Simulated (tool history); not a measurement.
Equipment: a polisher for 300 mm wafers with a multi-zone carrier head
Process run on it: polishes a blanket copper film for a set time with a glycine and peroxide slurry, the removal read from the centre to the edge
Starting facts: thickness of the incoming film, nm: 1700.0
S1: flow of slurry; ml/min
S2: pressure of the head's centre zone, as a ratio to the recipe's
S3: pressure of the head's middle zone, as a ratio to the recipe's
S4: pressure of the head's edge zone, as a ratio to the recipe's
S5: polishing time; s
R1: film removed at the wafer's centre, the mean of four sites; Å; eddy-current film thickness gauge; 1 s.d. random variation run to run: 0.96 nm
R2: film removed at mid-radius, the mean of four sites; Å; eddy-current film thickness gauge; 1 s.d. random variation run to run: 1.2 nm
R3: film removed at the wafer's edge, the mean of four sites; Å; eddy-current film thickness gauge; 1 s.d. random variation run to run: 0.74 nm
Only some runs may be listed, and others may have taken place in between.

run	hour	S1	S2	S3	S4	S5	R1	R2	R3
1	0.0	135	1.00	1.00	1.00	33	1418.9	1417.9	1352.1
2	7.2	135	1.05	1.00	1.00	33	1477.1	1428.9	1371.2
3	12.7	135	1.05	1.03	1.00	33	1492.3	1462.0	1352.9
4	21.0	135	1.05	1.03	0.91	33	1521.0	1477.5	1300.1
5	25.1	130	1.06	0.99	0.91	32	1458.6	1360.6	1250.7
6	26.3	125	1.06	0.96	0.91	32	1425.6	1296.8	1245.7
7	31.6	125	1.06	0.96	0.91	32	1426.1	1304.4	1273.0
8	38.3	125	1.07	0.94	0.90	31	1403.4	1261.1	1208.0
9	45.0	120	1.08	0.92	0.90	31	1416.7	1198.1	1189.0
10	46.0	120	1.08	0.92	0.90	31	1402.5	1243.8	1221.7
11	49.5	115	1.09	0.90	0.90	30	1370.8	1136.4	1166.4
12	51.7	115	1.09	0.90	0.90	30	1381.4	1152.6	1156.0
13	58.4	110	1.08	0.88	0.90	30	1335.4	1135.6	1151.3
14	66.0	110	1.08	0.88	0.90	30	1349.2	1121.9	1154.7
15	72.7	105	1.08	0.87	0.90	30	1333.9	1098.3	1134.8
16	76.6	100	1.08	0.86	0.91	30	1310.2	1068.2	1146.0
17	83.6	95	1.08	0.85	0.91	30	1307.7	1075.5	1141.9

The next listed run, before its measurement:
18	91.9	95	1.08	0.84	0.91	30	?	?	?

Run 18 gave R1 1299.7 Å, R2 1057.8 Å, R3 1134.4 Å.
